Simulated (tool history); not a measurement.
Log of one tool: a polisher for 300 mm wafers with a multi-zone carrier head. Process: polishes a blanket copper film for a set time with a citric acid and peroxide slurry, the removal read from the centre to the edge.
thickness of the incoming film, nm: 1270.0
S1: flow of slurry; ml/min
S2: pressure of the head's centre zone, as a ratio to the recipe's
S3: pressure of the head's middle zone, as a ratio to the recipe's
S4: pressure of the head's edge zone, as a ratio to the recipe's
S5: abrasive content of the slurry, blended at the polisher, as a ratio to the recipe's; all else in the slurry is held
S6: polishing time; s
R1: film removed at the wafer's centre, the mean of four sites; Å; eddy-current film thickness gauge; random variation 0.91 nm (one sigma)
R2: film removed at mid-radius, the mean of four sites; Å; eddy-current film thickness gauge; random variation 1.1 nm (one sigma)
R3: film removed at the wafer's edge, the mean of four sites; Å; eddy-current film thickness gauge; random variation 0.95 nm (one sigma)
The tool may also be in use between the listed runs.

{"run": 1, "hour": 0.0, "S1": 295, "S2": 1.0, "S3": 1.0, "S4": 1.0, "S5": 1.0, "S6": 53, "R1": 1066.1, "R2": 1070.2, "R3": 1060.3}
{"run": 2, "hour": 5.7, "S1": 295, "S2": 0.98, "S3": 1.0, "S4": 0.97, "S5": 0.85, "S6": 50, "R1": 948.22, "R2": 979.28, "R3": 933.88}
{"run": 3, "hour": 6.7, "S1": 295, "S2": 0.98, "S3": 1.0, "S4": 0.97, "S5": 0.85, "S6": 63, "R1": 1223.5, "R2": 1258.3, "R3": 1188.7}
{"run": 4, "hour": 14.3, "S1": 290, "S2": 0.95, "S3": 0.98, "S4": 0.95, "S5": 0.75, "S6": 58, "R1": 1033.2, "R2": 1107.0, "R3": 1039.2}
{"run": 5, "hour": 18.9, "S1": 290, "S2": 0.94, "S3": 0.96, "S4": 0.93, "S5": 0.65, "S6": 54, "R1": 955.22, "R2": 952.5, "R3": 944.19}
{"run": 6, "hour": 26.8, "S1": 290, "S2": 0.98, "S3": 0.96, "S4": 0.93, "S5": 0.65, "S6": 54, "R1": 981.31, "R2": 969.66, "R3": 962.68}
{"run": 7, "hour": 28.5, "S1": 285, "S2": 0.94, "S3": 0.96, "S4": 0.91, "S5": 0.6, "S6": 52, "R1": 918.41, "R2": 902.5, "R3": 905.09}

The next listed run, before its measurement:
{"run": 8, "hour": 29.6, "S1": 285, "S2": 0.91, "S3": 0.99, "S4": 0.91, "S5": 0.55, "S6": 49, "R1": "?", "R2": "?", "R3": "?"}

Run 8 gave R1 825.47 Å, R2 883.01 Å, R3 836.50 Å.

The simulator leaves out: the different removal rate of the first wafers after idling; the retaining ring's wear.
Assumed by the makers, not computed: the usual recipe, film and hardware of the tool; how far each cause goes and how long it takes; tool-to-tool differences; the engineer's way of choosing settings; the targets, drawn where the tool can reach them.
